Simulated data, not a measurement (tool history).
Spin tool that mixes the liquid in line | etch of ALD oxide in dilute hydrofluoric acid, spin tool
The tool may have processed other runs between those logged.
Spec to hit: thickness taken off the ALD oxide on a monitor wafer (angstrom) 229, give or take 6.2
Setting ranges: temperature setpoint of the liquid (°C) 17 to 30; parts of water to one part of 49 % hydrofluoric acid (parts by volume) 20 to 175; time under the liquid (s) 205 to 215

run  hour  temperature setpoint of the liquid (°C)  parts of water to one part of 49 % hydrofluoric acid (parts by volume)  time under the liquid (s)  thickness taken off the ALD oxide on a monitor wafer (angstrom)
  1     0                                       22                                                                      95                        205                                                           348.04
  2   4.5                                       22                                                                      95                        205                                                           347.73
  3   7.3                                       22                                                                      95                        215                                                           363.29
  4  12.6                                       21                                                                     100                        215                                                           332.54
  5  15.8                                     20.5                                                                     105                        215                                                           306.28
  6  18.8                                     20.5                                                                     105                        205                                                            292.8
  7  22.1                                       20                                                                     105                        205                                                           288.61
  8  23.3                                     19.5                                                                     105                        205                                                           278.81
  9    26                                       19                                                                     105                        205                                                           274.58
 10  28.3                                     18.5                                                                     105                        205                                                           265.34
 11  33.6                                     18.5                                                                     105                        205                                                           264.39
 12  42.6                                       18                                                                     105                        205                                                           262.93
 13  43.8                                     17.5                                                                     110                        205                                                           248.45

Below are 5 possible settings for the next run. Only one of them brings all results inside the allowed miss of their targets. Which is it?
  A    45                                       17                                                                     100                        205                                                                ?
  B    45                                       24                                                                     150                        210                                                                ?
  C    45                                     19.5                                                                     120                        210                                                                ?
  D    45                                     17.5                                                                     115                        215                                                                ?
  E    45                                     19.5                                                                     110                        205                                                                ?

move  thickness taken off the ALD oxide on a monitor wafer (angstrom)
   A                                                           269.05
   B                                                           230.58
   C                                                           249.45
   D                                                           246.71
   E                                                           268.53
A: lands further from the targets than the last run did
B: hits every target within its allowed miss
C: lands further from the targets than the last run did
D: closer than the last run, but not yet in spec
E: lands further from the targets than the last run did
So the answer is move B, the one that meets all the targets.
